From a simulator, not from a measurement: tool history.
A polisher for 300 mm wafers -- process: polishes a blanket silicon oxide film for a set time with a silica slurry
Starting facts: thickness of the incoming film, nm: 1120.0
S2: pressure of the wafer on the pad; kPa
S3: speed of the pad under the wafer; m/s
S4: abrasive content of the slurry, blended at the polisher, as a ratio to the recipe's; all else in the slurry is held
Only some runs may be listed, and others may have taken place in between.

{"run": 1, "hour": 0.0, "flow of slurry (ml/min)": 185, "S2": 22.1, "S3": 1.3, "S4": 1.0, "polishing time (s)": 70, "film removed (Å)": 1699.2}
{"run": 2, "hour": 1.0, "flow of slurry (ml/min)": 185, "S2": 25.5, "S3": 1.3, "S4": 1.0, "polishing time (s)": 70, "film removed (Å)": 1882.6}
{"run": 3, "hour": 5.4, "flow of slurry (ml/min)": 190, "S2": 26.9, "S3": 1.38, "S4": 1.0, "polishing time (s)": 70, "film removed (Å)": 2086.0}
{"run": 4, "hour": 13.4, "flow of slurry (ml/min)": 155, "S2": 26.9, "S3": 1.38, "S4": 1.0, "polishing time (s)": 70, "film removed (Å)": 1998.8}
{"run": 5, "hour": 22.2, "flow of slurry (ml/min)": 165, "S2": 28.3, "S3": 1.44, "S4": 1.0, "polishing time (s)": 70, "film removed (Å)": 2227.9}
{"run": 6, "hour": 24.9, "flow of slurry (ml/min)": 165, "S2": 28.3, "S3": 1.72, "S4": 1.0, "polishing time (s)": 70, "film removed (Å)": 2501.9}
{"run": 7, "hour": 32.8, "flow of slurry (ml/min)": 175, "S2": 29.6, "S3": 1.74, "S4": 1.0, "polishing time (s)": 70, "film removed (Å)": 2687.4}
{"run": 8, "hour": 37.9, "flow of slurry (ml/min)": 180, "S2": 30.3, "S3": 1.76, "S4": 1.0, "polishing time (s)": 70, "film removed (Å)": 2852.7}
{"run": 9, "hour": 42.1, "flow of slurry (ml/min)": 180, "S2": 30.3, "S3": 1.76, "S4": 1.0, "polishing time (s)": 70, "film removed (Å)": 2779.2}
{"run": 10, "hour": 46.5, "flow of slurry (ml/min)": 185, "S2": 31.0, "S3": 1.78, "S4": 1.0, "polishing time (s)": 70, "film removed (Å)": 2865.9}

Estimate the outcome of run 11 from the log above:
{"run": 11, "hour": 53.3, "flow of slurry (ml/min)": 185, "S2": 31.7, "S3": 1.82, "S4": 1.0, "polishing time (s)": 70, "film removed (Å)": "?"}

Run 11 came out at film removed (Å) 3020.9.
